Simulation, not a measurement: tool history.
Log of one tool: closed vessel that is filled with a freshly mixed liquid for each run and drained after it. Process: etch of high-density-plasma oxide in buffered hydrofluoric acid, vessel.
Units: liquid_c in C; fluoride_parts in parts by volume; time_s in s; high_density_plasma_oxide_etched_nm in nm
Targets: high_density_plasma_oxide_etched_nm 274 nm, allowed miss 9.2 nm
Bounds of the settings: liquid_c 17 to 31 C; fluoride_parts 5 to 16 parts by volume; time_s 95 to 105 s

run,day,liquid_c,fluoride_parts,time_s,high_density_plasma_oxide_etched_nm
1,0,23,9.5,95,177.8
2,0.079,24.5,9.5,95,192.79
3,0.271,24.5,8,95,219.02
4,0.588,24.5,8,95,219.27
5,0.871,21.5,8,95,188.39
# day 1.05: hydrofluoric acid flow meter replaced
6,1.05,23,8,95,228.92
7,1.125,24.5,8,95,249.36
8,1.412,25,8,95,259.59
9,1.696,25.5,8,95,262.18

Which of these 4 next moves meets every target?
A,1.979,26.5,8,95,?
B,1.979,25.5,9,100,?
C,1.979,25.5,8.5,100,?
D,1.979,25.5,8.5,95,?

move,high_density_plasma_oxide_etched_nm
A,277.15
B,243.32
C,258.9
D,245.95
A: meets every target
B: further off than the last run
C: further off than the last run
D: further off than the last run
Answer: A

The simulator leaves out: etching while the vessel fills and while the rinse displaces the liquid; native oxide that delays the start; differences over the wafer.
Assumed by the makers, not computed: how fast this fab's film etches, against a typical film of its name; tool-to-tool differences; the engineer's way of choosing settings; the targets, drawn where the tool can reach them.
